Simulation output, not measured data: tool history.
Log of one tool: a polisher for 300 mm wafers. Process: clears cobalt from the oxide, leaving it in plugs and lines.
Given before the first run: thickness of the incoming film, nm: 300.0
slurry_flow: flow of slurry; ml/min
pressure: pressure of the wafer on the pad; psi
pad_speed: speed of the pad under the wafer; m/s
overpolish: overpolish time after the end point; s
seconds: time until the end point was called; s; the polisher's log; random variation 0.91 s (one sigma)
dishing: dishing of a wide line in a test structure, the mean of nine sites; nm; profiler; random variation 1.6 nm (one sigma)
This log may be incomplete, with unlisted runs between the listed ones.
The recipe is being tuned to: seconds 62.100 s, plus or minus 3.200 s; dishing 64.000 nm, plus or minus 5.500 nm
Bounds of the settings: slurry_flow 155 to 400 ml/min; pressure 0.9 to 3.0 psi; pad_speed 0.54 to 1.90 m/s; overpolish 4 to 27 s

| run | hour | slurry_flow | pressure | pad_speed | overpolish | seconds | dishing |
|---|---|---|---|---|---|---|---|
| 1 | 0.0 | 255 | 1.9 | 1.22 | 14 | 46.911 | 55.458 |
| 2 | 0.6 | 255 | 1.9 | 1.22 | 12 | 47.991 | 51.944 |
| 3 | 6.9 | 255 | 1.9 | 1.00 | 12 | 57.077 | 47.314 |
| 4 | 10.8 | 255 | 1.9 | 1.00 | 13 | 58.564 | 48.692 |
| 5 | 15.3 | 255 | 1.9 | 1.22 | 13 | 47.657 | 54.250 |
| 6 | 19.0 | 255 | 1.9 | 1.40 | 13 | 41.360 | 58.267 |
| 7 | 23.0 | 255 | 1.8 | 1.40 | 14 | 43.923 | 60.638 |
| 8 | 29.8 | 255 | 1.7 | 1.40 | 14 | 46.999 | 57.674 |
| 9 | 32.9 | 255 | 1.6 | 1.40 | 15 | 50.378 | 58.165 |
| 10 | 40.3 | 255 | 1.6 | 1.40 | 16 | 47.329 | 62.544 |
| 11 | 48.7 | 255 | 1.5 | 1.40 | 16 | 52.374 | 58.911 |

Which one of the following 5 next-run settings gets every result inside its allowed miss? There is exactly one.
| A | 57.1 | 265 | 1.3 | 1.22 | 17 | ? | ? |
| B | 57.1 | 245 | 1.6 | 1.30 | 13 | ? | ? |
| C | 57.1 | 260 | 1.1 | 1.42 | 24 | ? | ? |
| D | 57.1 | 255 | 1.3 | 1.32 | 21 | ? | ? |
| E | 57.1 | 180 | 1.6 | 1.50 | 11 | ? | ? |

| move | seconds | dishing |
|---|---|---|
| A | 67.512 | 52.844 |
| B | 52.520 | 52.185 |
| C | 68.796 | 63.968 |
| D | 62.953 | 62.399 |
| E | 47.564 | 49.890 |
A: carries the result that was furthest off beyond its target, to the other side
B: no better and no worse than the last run
C: carries the result that was furthest off beyond its target, to the other side
D: all results in spec
E: lands further from the targets than the last run did
Correct choice: D, which meets every target
